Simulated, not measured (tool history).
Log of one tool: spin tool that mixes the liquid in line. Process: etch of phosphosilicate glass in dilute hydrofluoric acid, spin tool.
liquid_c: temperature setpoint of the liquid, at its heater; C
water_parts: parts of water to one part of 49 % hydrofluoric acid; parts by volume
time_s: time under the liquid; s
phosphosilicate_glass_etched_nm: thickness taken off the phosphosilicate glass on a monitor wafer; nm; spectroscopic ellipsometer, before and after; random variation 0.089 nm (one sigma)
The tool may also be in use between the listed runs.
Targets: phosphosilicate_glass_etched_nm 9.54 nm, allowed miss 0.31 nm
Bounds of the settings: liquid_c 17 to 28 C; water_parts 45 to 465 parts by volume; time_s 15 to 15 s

| run | hour | liquid_c | water_parts | time_s | phosphosilicate_glass_etched_nm |
|---|---|---|---|---|---|
| 1 | 0 | 20 | 255 | 15 | 8.0732 |
| 2 | 5.8 | 21 | 255 | 15 | 8.4859 |
| 3 | 14.3 | 21 | 255 | 15 | 8.3387 |
| 4 | 16.2 | 21 | 255 | 15 | 8.4691 |
| 5 | 24.6 | 21 | 175 | 15 | 13.092 |
| 6 | 31.8 | 21 | 175 | 15 | 13.552 |
| 7 | 33.7 | 20 | 185 | 15 | 12.04 |
| 8 | 36.2 | 19.5 | 190 | 15 | 11.421 |
| 9 | 37.3 | 19 | 195 | 15 | 10.784 |
| 10 | 42 | 18.5 | 195 | 15 | 10.497 |
| 11 | 43.3 | 18 | 195 | 15 | 10.445 |
| 12 | 48.4 | 17.5 | 200 | 15 | 9.9235 |

5 next moves are on the table. One of them brings every result within its allowed miss. Which?
| A | 53.5 | 19.5 | 205 | 15 | ? |
| B | 53.5 | 19 | 205 | 15 | ? |
| C | 53.5 | 18 | 195 | 15 | ? |
| D | 53.5 | 17 | 205 | 15 | ? |
| E | 53.5 | 19 | 230 | 15 | ? |

| move | phosphosilicate_glass_etched_nm |
|---|---|
| A | 10.412 |
| B | 10.212 |
| C | 10.421 |
| D | 9.4392 |
| E | 8.8903 |
A: further off than the last run
B: further off than the last run
C: further off than the last run
D: meets every target
E: takes the result that was furthest off past its target
The right move is D.
